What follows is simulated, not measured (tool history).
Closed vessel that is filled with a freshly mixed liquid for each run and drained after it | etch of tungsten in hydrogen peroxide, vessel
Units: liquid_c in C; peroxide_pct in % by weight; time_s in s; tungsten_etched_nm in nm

run 1 hour=0.0 | liquid_c=52.0 peroxide_pct=15 time_s=30 | tungsten_etched_nm=27.062
run 2 hour=6.6 | liquid_c=52.0 peroxide_pct=15 time_s=30 | tungsten_etched_nm=27.203
run 3 hour=15.5 | liquid_c=53.0 peroxide_pct=15 time_s=30 | tungsten_etched_nm=28.849
run 4 hour=18.3 | liquid_c=53.5 peroxide_pct=15 time_s=30 | tungsten_etched_nm=29.590
run 5 hour=20.4 | liquid_c=53.5 peroxide_pct=15 time_s=30 | tungsten_etched_nm=29.724
-- hour=24.0 peroxide flow meter replaced
run 6 hour=24.0 | liquid_c=54.0 peroxide_pct=15 time_s=30 | tungsten_etched_nm=29.129

Forecast run 7:
run 7 hour=26.8 | liquid_c=55.0 peroxide_pct=15 time_s=30 | tungsten_etched_nm=?

{"run 7": {"tungsten_etched_nm": 31.029}}
